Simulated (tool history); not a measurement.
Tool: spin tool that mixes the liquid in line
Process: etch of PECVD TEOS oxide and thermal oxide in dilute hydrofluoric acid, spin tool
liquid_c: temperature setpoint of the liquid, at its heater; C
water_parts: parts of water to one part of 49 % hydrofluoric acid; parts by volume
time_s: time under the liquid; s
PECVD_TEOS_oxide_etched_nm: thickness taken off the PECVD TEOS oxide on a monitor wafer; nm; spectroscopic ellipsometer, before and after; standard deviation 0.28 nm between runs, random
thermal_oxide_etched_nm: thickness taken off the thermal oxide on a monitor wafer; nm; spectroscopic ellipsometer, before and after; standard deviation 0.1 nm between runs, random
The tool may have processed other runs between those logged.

| run | hour | liquid_c | water_parts | time_s | PECVD_TEOS_oxide_etched_nm | thermal_oxide_etched_nm |
|---|---|---|---|---|---|---|
| 1 | 0 | 23 | 170 | 180 | 16.204 | 4.5313 |
| 2 | 2 | 21 | 170 | 180 | 15.109 | 4.2229 |
| 3 | 5.4 | 23 | 145 | 180 | 19.758 | 5.5233 |
| 4 | 10.4 | 23 | 145 | 240 | 25.879 | 7.5755 |
| 5 | 11.8 | 25 | 135 | 240 | 30.934 | 8.6832 |
| 6 | 16.4 | 25 | 135 | 205 | 26.29 | 7.3985 |
| 7 | 18 | 26 | 125 | 205 | 30.045 | 8.3578 |
| 8 | 20 | 30 | 85 | 205 | 54.168 | 15.237 |

Estimate the outcome of run 9 from the log above:
| 9 | 29 | 27 | 85 | 205 | ? | ? |

{"run 9": {"PECVD_TEOS_oxide_etched_nm": 48.007, "thermal_oxide_etched_nm": 13.4}}

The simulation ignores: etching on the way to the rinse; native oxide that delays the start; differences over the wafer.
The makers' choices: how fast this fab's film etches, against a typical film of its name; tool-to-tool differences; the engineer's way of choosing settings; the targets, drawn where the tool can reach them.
